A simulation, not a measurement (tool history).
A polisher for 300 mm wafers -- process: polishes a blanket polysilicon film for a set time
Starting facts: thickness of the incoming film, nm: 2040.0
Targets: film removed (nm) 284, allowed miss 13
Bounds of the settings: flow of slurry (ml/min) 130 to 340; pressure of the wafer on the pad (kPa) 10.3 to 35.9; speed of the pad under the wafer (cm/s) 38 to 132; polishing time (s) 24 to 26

run,hour,flow of slurry (ml/min),pressure of the wafer on the pad (kPa),speed of the pad under the wafer (cm/s),polishing time (s),film removed (nm)
1,0,220,22.8,84,26,184.56
2,4.2,220,22.8,84,24,173.09
3,7,220,22.8,100,24,209.22
4,10.4,220,24.8,100,24,219.41
5,13.8,220,19.3,100,24,181.02
6,14.8,220,22.8,102,24,207.38
7,16.8,220,24.8,102,24,223.38
8,25.3,220,26.9,102,24,239.63
9,29.3,220,28.3,102,24,248.55
10,30.4,220,29.6,102,24,261.53
11,39.1,220,30.3,102,24,268.93

Which single option among these 5 for the next run brings every result within its allowed miss of target? Just one does.
A,47.8,205,28.3,106,26,?
B,47.8,225,29,100,24,?
C,47.8,225,29.6,94,25,?
D,47.8,185,27.6,108,24,?
E,47.8,180,28.3,98,25,?

move,film removed (nm)
A,278.47
B,251.12
C,251.38
D,252.29
E,243.09
A: in spec on every target
B: its largest miss is bigger than the last run's
C: its largest miss is bigger than the last run's
D: its largest miss is bigger than the last run's
E: its largest miss is bigger than the last run's
A meets every target.
